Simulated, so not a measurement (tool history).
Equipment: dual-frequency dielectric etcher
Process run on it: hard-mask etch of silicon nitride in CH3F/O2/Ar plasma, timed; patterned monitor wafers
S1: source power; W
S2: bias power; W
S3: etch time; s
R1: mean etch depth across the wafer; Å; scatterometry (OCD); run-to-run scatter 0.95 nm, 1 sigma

{"run": 1, "hour": 0.0, "S1": 410, "S2": 59, "S3": 256.5, "R1": 1681.1}
{"run": 2, "hour": 5.7, "S1": 430, "S2": 60, "S3": 256.5, "R1": 1730.9}
{"run": 3, "hour": 10.8, "S1": 440, "S2": 60, "S3": 256.5, "R1": 1736.3}
{"run": 4, "hour": 19.0, "S1": 440, "S2": 54, "S3": 256.5, "R1": 1646.1}
{"run": 5, "hour": 22.8, "S1": 470, "S2": 55, "S3": 256.5, "R1": 1709.4}
{"run": 6, "hour": 28.8, "S1": 490, "S2": 55, "S3": 256.5, "R1": 1724.7}

What does the tool deliver on the next run?
{"run": 7, "hour": 36.1, "S1": 500, "S2": 56, "S3": 256.5, "R1": "?"}

{"run 7": {"R1": 1763.2}}

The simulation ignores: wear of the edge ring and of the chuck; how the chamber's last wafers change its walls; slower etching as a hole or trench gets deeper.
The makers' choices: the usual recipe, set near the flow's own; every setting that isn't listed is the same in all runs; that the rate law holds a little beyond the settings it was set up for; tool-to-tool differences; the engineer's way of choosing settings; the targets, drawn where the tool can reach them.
